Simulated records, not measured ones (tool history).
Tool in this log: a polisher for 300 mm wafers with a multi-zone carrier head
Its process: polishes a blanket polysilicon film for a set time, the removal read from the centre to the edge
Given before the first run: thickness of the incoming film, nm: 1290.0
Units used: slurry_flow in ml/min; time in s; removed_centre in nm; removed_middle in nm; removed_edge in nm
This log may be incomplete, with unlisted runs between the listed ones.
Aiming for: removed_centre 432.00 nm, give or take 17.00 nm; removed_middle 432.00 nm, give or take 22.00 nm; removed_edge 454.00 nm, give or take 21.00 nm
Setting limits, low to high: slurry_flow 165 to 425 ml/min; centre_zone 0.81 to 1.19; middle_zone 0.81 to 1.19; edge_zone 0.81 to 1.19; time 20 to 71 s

run  hour  slurry_flow  centre_zone  middle_zone  edge_zone  time  removed_centre  removed_middle  removed_edge
  1   0.0          275         1.00         1.00       1.00    45          285.95          283.05        292.82
  2   8.4          275         1.01         1.01       1.03    50          317.11          319.98        327.76
  3   9.5          275         1.01         1.01       0.97    50          320.37          320.75        321.91
  4  13.0          275         1.01         1.00       0.99    54          346.62          348.46        344.06
  5  17.9          275         1.01         0.99       1.04    57          358.03          352.88        376.13
  6  25.5          275         1.03         1.01       1.06    59          379.58          376.38        393.60
  7  32.7          280         1.04         1.02       1.08    61          387.95          387.46        414.47
  8  34.2          280         1.05         1.03       1.08    62          404.67          418.28        407.78
  9  37.7          280         1.05         1.02       1.09    63          415.66          409.32        418.21

Which one of the following 4 next-run settings gets every result inside its allowed miss? There is exactly one.
  A  41.2          345         0.99         0.97       1.07    67               ?               ?             ?
  B  41.2          285         1.11         1.06       0.95    60               ?               ?             ?
  C  41.2          270         1.01         0.99       1.11    62               ?               ?             ?
  D  41.2          220         1.07         1.04       1.02    66               ?               ?             ?

move  removed_centre  removed_middle  removed_edge
   A          425.43          429.75        455.55
   B          412.29          406.77        380.65
   C          389.49          394.29        420.40
   D          422.89          425.53        421.22
A: every result within its allowed miss
B: its largest miss is bigger than the last run's
C: its largest miss is bigger than the last run's
D: an improvement on the last run, though not all results are within tolerance
The right move is A.
